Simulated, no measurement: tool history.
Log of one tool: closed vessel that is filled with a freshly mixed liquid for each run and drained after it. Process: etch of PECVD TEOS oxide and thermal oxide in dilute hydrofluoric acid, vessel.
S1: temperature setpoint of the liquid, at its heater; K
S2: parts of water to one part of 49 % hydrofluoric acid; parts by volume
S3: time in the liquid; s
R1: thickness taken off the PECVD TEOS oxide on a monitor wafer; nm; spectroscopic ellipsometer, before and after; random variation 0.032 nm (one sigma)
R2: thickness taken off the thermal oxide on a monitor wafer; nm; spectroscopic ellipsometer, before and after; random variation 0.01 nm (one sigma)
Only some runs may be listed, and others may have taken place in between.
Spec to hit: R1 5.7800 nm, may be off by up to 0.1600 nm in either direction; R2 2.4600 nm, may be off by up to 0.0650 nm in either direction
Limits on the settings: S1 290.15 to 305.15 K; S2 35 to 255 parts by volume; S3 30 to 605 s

run  hour      S1   S2   S3       R1       R2
  1   0.0  297.15  145  310  20.5690   8.6941
  2   5.2  297.15  145  395  25.9360  11.1050
  3  11.6  298.65  145  395  27.7330  11.7320
  4  15.5  298.65  115  395  36.5070  15.2970
  5  19.0  296.65  155  360  21.7690   9.1753
  6  24.6  295.15  185  330  15.2600   6.4286
  7  27.3  293.65  205  305  11.8330   4.9929
  8  30.7  290.15  255  205   5.2586   2.2661
  9  33.6  291.15  255  205   5.4854   2.3490
 10  36.2  291.65  255  205   5.6105   2.3821
 11  44.7  291.65  255  205   5.6449   2.3895

Exercise: of the 4 proposed moves below, exactly one satisfies all targets within the stated allowed misses. Which move is it?
  A  53.2  290.65  250  205   ?   ?
  B  53.2  294.15  255  185   ?   ?
  C  53.2  303.65  245  120   ?   ?
  D  53.2  291.65  230  185   ?   ?

move      R1      R2
   A  5.5504  2.3440
   B  5.5797  2.3563
   C  5.3129  2.2436
   D  5.7616  2.4331
A: further off than the last run
B: further off than the last run
C: further off than the last run
D: meets every target
The move that meets every target is D.
